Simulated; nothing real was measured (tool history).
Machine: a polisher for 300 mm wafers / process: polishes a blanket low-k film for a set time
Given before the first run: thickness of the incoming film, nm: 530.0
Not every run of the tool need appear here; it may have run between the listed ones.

| run | hour | flow of slurry (ml/min) | pressure of the wafer on the pad (psi) | speed of the pad under the wafer (cm/s) | abrasive content of the slurry | polishing time (s) | film removed (nm) |
|---|---|---|---|---|---|---|---|
| 1 | 0.0 | 210 | 2.5 | 82 | 1.0 | 21 | 8.7649 |
| 2 | 2.5 | 210 | 2.5 | 82 | 1.0 | 21 | 8.8671 |
| 3 | 3.5 | 210 | 2.8 | 82 | 1.0 | 21 | 9.8167 |
| 4 | 9.3 | 210 | 2.5 | 80 | 1.0 | 21 | 8.7281 |
| 5 | 12.0 | 210 | 2.2 | 78 | 1.0 | 21 | 7.6030 |
| 6 | 17.2 | 210 | 2.2 | 90 | 1.0 | 21 | 8.2052 |
| 7 | 22.0 | 210 | 2.0 | 88 | 1.0 | 21 | 7.4634 |
| 8 | 27.1 | 210 | 1.8 | 88 | 1.0 | 21 | 6.7085 |
| 9 | 35.4 | 210 | 1.7 | 88 | 1.0 | 21 | 6.3881 |

Expected results for the next run?
| 10 | 39.2 | 210 | 1.6 | 88 | 1.0 | 21 | ? |

Logged for run 10: film removed (nm) 6.0314.
